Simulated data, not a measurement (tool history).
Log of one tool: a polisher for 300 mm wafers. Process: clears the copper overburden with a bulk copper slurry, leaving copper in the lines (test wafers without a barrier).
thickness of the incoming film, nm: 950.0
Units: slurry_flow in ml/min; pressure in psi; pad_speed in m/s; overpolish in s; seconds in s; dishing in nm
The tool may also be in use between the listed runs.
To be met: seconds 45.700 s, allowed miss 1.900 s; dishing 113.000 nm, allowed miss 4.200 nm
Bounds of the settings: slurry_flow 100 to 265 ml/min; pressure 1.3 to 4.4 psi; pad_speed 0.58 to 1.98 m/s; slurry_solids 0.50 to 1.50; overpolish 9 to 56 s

| run | hour | slurry_flow | pressure | pad_speed | slurry_solids | overpolish | seconds | dishing |
|---|---|---|---|---|---|---|---|---|
| 1 | 0.0 | 170 | 2.8 | 1.28 | 1.00 | 29 | 70.838 | 107.880 |
| 2 | 1.8 | 170 | 2.8 | 1.28 | 1.00 | 36 | 72.604 | 109.890 |
| 3 | 7.0 | 170 | 2.8 | 1.28 | 1.20 | 36 | 66.412 | 110.280 |
| 4 | 9.7 | 135 | 2.8 | 1.28 | 1.20 | 36 | 71.613 | 111.250 |
| 5 | 14.1 | 135 | 2.8 | 1.00 | 1.20 | 36 | 81.332 | 109.240 |
| 6 | 17.5 | 140 | 2.9 | 1.02 | 1.20 | 33 | 78.693 | 107.570 |
| 7 | 19.6 | 145 | 3.7 | 1.16 | 1.20 | 19 | 57.132 | 106.340 |
| 8 | 24.7 | 150 | 3.8 | 1.16 | 1.20 | 19 | 55.700 | 109.730 |
| 9 | 27.1 | 150 | 4.3 | 1.24 | 1.20 | 10 | 46.419 | 92.449 |
| 10 | 28.0 | 150 | 4.3 | 1.22 | 1.20 | 12 | 47.339 | 100.770 |
| 11 | 34.7 | 150 | 4.3 | 1.22 | 1.20 | 13 | 47.210 | 101.500 |
| 12 | 36.3 | 150 | 4.3 | 1.22 | 1.20 | 14 | 46.648 | 106.660 |

4 next moves are on the table. One of them brings every result within its allowed miss. Which?
| A | 37.9 | 175 | 4.3 | 1.16 | 1.25 | 12 | ? | ? |
| B | 37.9 | 135 | 4.3 | 1.28 | 1.30 | 11 | ? | ? |
| C | 37.9 | 135 | 4.4 | 1.26 | 1.15 | 17 | ? | ? |
| D | 37.9 | 135 | 4.0 | 1.30 | 1.30 | 15 | ? | ? |

| move | seconds | dishing |
|---|---|---|
| A | 47.236 | 101.030 |
| B | 45.392 | 99.065 |
| C | 46.203 | 114.540 |
| D | 48.191 | 107.730 |
A: further off than the last run
B: further off than the last run
C: meets every target
D: nearer than the last run, and not there yet
Move C is the one to make.
